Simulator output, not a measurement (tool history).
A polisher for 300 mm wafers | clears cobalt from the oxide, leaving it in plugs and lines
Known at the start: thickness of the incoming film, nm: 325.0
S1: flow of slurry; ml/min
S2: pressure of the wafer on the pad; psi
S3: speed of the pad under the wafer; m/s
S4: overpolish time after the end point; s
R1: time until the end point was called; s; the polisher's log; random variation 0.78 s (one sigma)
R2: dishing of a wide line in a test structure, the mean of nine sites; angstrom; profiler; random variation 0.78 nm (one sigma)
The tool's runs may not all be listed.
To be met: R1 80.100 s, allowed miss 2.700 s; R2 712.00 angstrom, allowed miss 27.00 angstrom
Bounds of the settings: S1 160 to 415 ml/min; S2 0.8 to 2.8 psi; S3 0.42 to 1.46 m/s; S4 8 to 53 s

run,hour,S1,S2,S3,S4,R1,R2
1,0.0,265,1.8,0.94,27,86.791,590.53
2,6.5,265,1.8,0.94,30,83.941,626.95
3,10.8,265,2.1,0.94,30,75.060,661.41
4,17.5,265,2.5,0.94,30,65.339,682.41
5,19.5,265,2.2,0.94,30,73.222,667.39
6,23.9,265,2.1,0.94,32,75.381,684.39
7,28.7,265,2.0,0.94,33,77.310,675.87
8,31.0,265,2.0,0.94,35,78.828,686.56

Which of these 4 next moves meets every target?
A,33.3,210,2.7,0.64,41,?,?
B,33.3,230,2.1,0.84,31,?,?
C,33.3,255,2.0,0.98,30,?,?
D,33.3,260,1.9,0.94,33,?,?

move,R1,R2
A,79.702,704.12
B,81.783,636.68
C,75.862,646.68
D,81.348,653.33
A: meets every target
B: further off than the last run
C: further off than the last run
D: further off than the last run
Move A is the one to make.
